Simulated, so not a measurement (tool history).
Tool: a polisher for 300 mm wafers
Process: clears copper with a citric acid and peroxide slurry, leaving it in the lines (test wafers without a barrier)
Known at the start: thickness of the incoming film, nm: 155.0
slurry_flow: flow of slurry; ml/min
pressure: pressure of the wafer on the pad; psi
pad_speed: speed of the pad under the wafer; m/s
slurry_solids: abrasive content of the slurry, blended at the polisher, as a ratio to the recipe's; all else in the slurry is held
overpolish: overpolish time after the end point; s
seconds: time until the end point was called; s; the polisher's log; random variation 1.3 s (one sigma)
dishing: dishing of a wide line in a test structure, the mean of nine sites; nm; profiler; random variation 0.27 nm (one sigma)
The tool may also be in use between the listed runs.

run	hour	slurry_flow	pressure	pad_speed	slurry_solids	overpolish	seconds	dishing
1	0.0	200	2.5	0.94	1.0	25	98.585	26.1690
2	8.0	200	2.0	0.94	1.0	25	124.250	20.2110
3	13.9	200	2.0	1.04	1.0	25	112.340	23.2320
4	22.4	200	1.9	1.04	1.0	23	117.570	20.4420
5	23.9	200	1.9	1.04	1.0	21	118.570	17.8010
6	28.1	200	1.9	1.04	1.0	20	119.220	17.8560
7	29.1	200	1.9	1.04	1.0	20	118.290	17.1130
8	32.5	195	1.6	1.04	1.0	12	137.210	9.4203
9	40.5	195	1.6	1.04	1.0	13	139.550	9.6822

Run 10 comes next. What will it give?
10	44.0	200	1.6	1.04	1.0	13	?	?

Run 10 gave seconds 139.640 s, dishing 9.8767 nm.
